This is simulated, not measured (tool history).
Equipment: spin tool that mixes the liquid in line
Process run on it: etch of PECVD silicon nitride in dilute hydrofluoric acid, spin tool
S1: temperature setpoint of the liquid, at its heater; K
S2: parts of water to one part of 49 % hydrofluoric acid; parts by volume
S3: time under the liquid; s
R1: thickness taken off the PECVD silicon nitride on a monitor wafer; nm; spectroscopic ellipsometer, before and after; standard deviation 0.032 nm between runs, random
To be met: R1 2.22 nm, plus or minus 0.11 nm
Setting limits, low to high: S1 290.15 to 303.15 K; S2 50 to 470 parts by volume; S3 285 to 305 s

run  hour      S1   S2   S3      R1
  1     0  295.15  260  285  2.5341
  2   8.2  295.15  260  305  2.8023
  3  14.1  297.65  260  305  3.3064
  4  19.8  297.65  345  305  2.4834
  5  26.7  297.65  280  305   3.064
  6  32.3  296.15  285  305  2.6643
  7  36.7  296.15  285  305  2.6306
  8  40.4  295.65  285  305  2.5617
     48.9  -- thermometer replaced
  9  48.9  295.15  285  305  2.7955

Pick the move, out of 5, that brings all results within their allowed miss; only one does.
  A  57.4  291.15  260  305   ?
  B  57.4  293.15  265  285   ?
  C  57.4  295.65  360  290   ?
  D  57.4  293.15  285  305   ?
  E  57.4  299.15  300  285   ?

move      R1
   A  2.3912
   B  2.4978
   C  2.2051
   D  2.4914
   E  3.2068
A: better than the last run, though not everything is in spec
B: better than the last run, though not everything is in spec
C: each result inside its tolerance
D: better than the last run, though not everything is in spec
E: misses by more than the last run did
The move that meets every target is C.

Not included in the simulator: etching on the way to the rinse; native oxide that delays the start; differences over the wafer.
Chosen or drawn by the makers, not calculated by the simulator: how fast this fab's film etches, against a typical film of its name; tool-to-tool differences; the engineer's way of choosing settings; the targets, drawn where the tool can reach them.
